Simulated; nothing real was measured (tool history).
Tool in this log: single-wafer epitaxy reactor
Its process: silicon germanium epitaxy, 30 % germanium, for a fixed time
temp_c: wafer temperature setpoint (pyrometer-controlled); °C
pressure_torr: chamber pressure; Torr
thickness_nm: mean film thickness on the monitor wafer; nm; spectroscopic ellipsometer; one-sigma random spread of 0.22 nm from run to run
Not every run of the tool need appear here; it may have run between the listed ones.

{"run": 1, "hour": 0.0, "temp_c": 620, "pressure_torr": 14.6, "thickness_nm": 76.623}
{"run": 2, "hour": 1.1, "temp_c": 618, "pressure_torr": 14.6, "thickness_nm": 74.23}
{"run": 3, "hour": 7.3, "temp_c": 616, "pressure_torr": 14.6, "thickness_nm": 72.092}
{"run": 4, "hour": 13.6, "temp_c": 615, "pressure_torr": 14.6, "thickness_nm": 71.375}
{"run": 5, "hour": 22.5, "temp_c": 615, "pressure_torr": 16.9, "thickness_nm": 75.31}
{"run": 6, "hour": 31.2, "temp_c": 613, "pressure_torr": 16.9, "thickness_nm": 72.797}

What does the tool deliver on the next run?
{"run": 7, "hour": 33.9, "temp_c": 611, "pressure_torr": 16.9, "thickness_nm": "?"}

thickness_nm: 70.784 nm
